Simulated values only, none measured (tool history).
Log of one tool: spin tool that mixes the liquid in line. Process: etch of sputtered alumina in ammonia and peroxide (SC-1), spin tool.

run  hour  temperature setpoint of the liquid (°C)  parts of 29 % ammonia solution to one part of 30 % peroxide (parts by volume)  time under the liquid (s)  thickness taken off the sputtered alumina on a monitor wafer (angstrom)
  1     0                                       50                                                                           0.85                        195                                                                   77.938
  2   5.4                                     48.5                                                                           0.85                        195                                                                   70.577
  3   6.8                                     48.5                                                                           0.75                        195                                                                   69.898
  4  15.2                                     48.5                                                                           0.75                        195                                                                    71.08
  5  21.8                                       47                                                                           0.75                        195                                                                   65.203
  6  26.4                                       46                                                                           0.75                        195                                                                   61.215
  7  32.6                                       39                                                                           0.75                        195                                                                    40.99

For run 8, what comes out?
  8  41.6                                     39.5                                                                           0.75                        195                                                                        ?

thickness taken off the sputtered alumina on a monitor wafer (angstrom): 41.978
